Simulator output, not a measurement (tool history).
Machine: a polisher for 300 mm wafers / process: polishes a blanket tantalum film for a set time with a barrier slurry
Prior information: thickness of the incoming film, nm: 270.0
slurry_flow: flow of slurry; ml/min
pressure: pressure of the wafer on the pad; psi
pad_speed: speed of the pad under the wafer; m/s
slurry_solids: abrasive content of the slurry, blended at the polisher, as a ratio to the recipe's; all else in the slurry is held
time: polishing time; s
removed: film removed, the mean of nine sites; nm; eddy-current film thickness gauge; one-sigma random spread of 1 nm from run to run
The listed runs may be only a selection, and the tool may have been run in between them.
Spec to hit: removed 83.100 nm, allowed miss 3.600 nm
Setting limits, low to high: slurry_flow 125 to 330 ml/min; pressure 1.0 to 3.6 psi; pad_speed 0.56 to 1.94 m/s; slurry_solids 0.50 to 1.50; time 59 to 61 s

Run 1, hour 0.0: slurry_flow 210 ml/min, pressure 2.3 psi, pad_speed 1.24 m/s, slurry_solids 1.00, time 59 s. Result: removed 115.700 nm.
Run 2, hour 7.0: slurry_flow 210 ml/min, pressure 2.2 psi, pad_speed 1.24 m/s, slurry_solids 1.00, time 59 s. Result: removed 112.310 nm.
Run 3, hour 11.5: slurry_flow 210 ml/min, pressure 2.2 psi, pad_speed 1.54 m/s, slurry_solids 1.00, time 59 s. Result: removed 137.310 nm.
Run 4, hour 15.9: slurry_flow 210 ml/min, pressure 2.2 psi, pad_speed 1.70 m/s, slurry_solids 1.00, time 59 s. Result: removed 152.710 nm.
Run 5, hour 24.7: slurry_flow 210 ml/min, pressure 1.7 psi, pad_speed 1.70 m/s, slurry_solids 1.00, time 59 s. Result: removed 118.960 nm.
Run 6, hour 29.1: slurry_flow 170 ml/min, pressure 1.7 psi, pad_speed 1.70 m/s, slurry_solids 1.00, time 59 s. Result: removed 115.430 nm.
Run 7, hour 37.7: slurry_flow 170 ml/min, pressure 1.6 psi, pad_speed 1.70 m/s, slurry_solids 1.00, time 59 s. Result: removed 107.790 nm.
Run 8, hour 39.5: slurry_flow 165 ml/min, pressure 1.5 psi, pad_speed 1.70 m/s, slurry_solids 1.00, time 59 s. Result: removed 103.200 nm.
Run 9, hour 45.9: slurry_flow 165 ml/min, pressure 1.4 psi, pad_speed 1.70 m/s, slurry_solids 1.00, time 59 s. Result: removed 93.654 nm.
Run 10, hour 53.0: slurry_flow 160 ml/min, pressure 1.3 psi, pad_speed 1.70 m/s, slurry_solids 1.00, time 59 s. Result: removed 89.397 nm.
Run 11, hour 59.4: slurry_flow 160 ml/min, pressure 1.1 psi, pad_speed 1.70 m/s, slurry_solids 1.00, time 59 s. Result: removed 77.862 nm.

Of the 5 settings listed for the next run, only one would bring every result within its allowed miss of target. Which one?
Run A, hour 65.8: slurry_flow 160 ml/min, pressure 1.0 psi, pad_speed 1.70 m/s, slurry_solids 0.95, time 61 s. Result: removed ?.
Run B, hour 65.8: slurry_flow 190 ml/min, pressure 1.1 psi, pad_speed 1.54 m/s, slurry_solids 1.10, time 60 s. Result: removed ?.
Run C, hour 65.8: slurry_flow 195 ml/min, pressure 1.0 psi, pad_speed 1.94 m/s, slurry_solids 0.85, time 61 s. Result: removed ?.
Run D, hour 65.8: slurry_flow 145 ml/min, pressure 1.2 psi, pad_speed 1.48 m/s, slurry_solids 1.00, time 59 s. Result: removed ?.
Run E, hour 65.8: slurry_flow 230 ml/min, pressure 1.1 psi, pad_speed 1.68 m/s, slurry_solids 1.20, time 59 s. Result: removed ?.

move  removed
   A   71.232
   B   75.269
   C   78.624
   D   72.086
   E   84.688
A: misses by more than the last run did
B: misses by more than the last run did
C: nearer the targets than the last run, but a result is still out of spec
D: misses by more than the last run did
E: every result lands within tolerance
Answer: E
